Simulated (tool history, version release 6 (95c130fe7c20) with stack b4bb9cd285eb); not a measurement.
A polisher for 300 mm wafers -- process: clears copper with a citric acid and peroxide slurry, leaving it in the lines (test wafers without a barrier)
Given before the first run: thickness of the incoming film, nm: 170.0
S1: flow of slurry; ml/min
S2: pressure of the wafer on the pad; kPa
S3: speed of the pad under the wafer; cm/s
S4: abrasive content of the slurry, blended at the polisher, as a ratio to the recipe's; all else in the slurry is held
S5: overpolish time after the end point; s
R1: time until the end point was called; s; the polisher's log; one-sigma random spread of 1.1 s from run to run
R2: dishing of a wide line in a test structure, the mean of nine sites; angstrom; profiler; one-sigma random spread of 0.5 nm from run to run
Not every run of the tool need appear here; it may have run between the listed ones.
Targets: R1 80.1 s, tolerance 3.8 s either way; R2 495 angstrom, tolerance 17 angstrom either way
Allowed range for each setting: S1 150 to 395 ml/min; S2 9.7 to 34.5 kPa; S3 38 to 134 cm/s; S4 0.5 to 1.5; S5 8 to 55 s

run 1 hour=0 | S1=250 S2=22.1 S3=86 S4=1 S5=28 | R1=107.63 R2=301.42
run 2 hour=5.9 | S1=250 S2=22.8 S3=86 S4=1 S5=30 | R1=106.54 R2=329.57
run 3 hour=13 | S1=250 S2=24.1 S3=86 S4=1 S5=31 | R1=100.78 R2=345.18
run 4 hour=18.8 | S1=250 S2=24.1 S3=86 S4=1 S5=25 | R1=100.66 R2=295.73
run 5 hour=25.7 | S1=250 S2=24.1 S3=86 S4=1 S5=34 | R1=98.734 R2=370.67
run 6 hour=33.2 | S1=185 S2=24.1 S3=86 S4=1 S5=34 | R1=105.83 R2=364.27
run 7 hour=40.8 | S1=190 S2=24.8 S3=86 S4=1 S5=35 | R1=100.59 R2=377.06
run 8 hour=48.4 | S1=195 S2=25.5 S3=86 S4=1 S5=36 | R1=98.707 R2=394.71
run 9 hour=49.6 | S1=200 S2=26.2 S3=86 S4=1 S5=37 | R1=95.752 R2=407.93
run 10 hour=54.3 | S1=205 S2=26.9 S3=86 S4=1 S5=38 | R1=90.681 R2=424.86
run 11 hour=59.6 | S1=210 S2=29.6 S3=86 S4=1 S5=42 | R1=82.946 R2=475.86

Pick the move, out of 5, that brings all results within their allowed miss; only one does.
run A hour=64.9 | S1=200 S2=29.6 S3=100 S4=1.1 S5=36 | R1=? R2=?
run B hour=64.9 | S1=220 S2=29 S3=80 S4=1.15 S5=46 | R1=? R2=?
run C hour=64.9 | S1=260 S2=26.2 S3=98 S4=1.05 S5=45 | R1=? R2=?
run D hour=64.9 | S1=205 S2=31 S3=98 S4=0.9 S5=35 | R1=? R2=?
run E hour=64.9 | S1=220 S2=31 S3=94 S4=1.05 S5=41 | R1=? R2=?

move=A R1=70.99 R2=481.89
move=B R1=88.607 R2=488.34
move=C R1=79.556 R2=506.91
move=D R1=70.864 R2=475.96
move=E R1=71.649 R2=513.4
A: brings the result that was furthest off to its target, and leaves another outside
B: brings the result that was furthest off to its target, and leaves another outside
C: all results in spec
D: the biggest miss grows against the last run
E: pushes the last run's worst result past its target
Answer: C
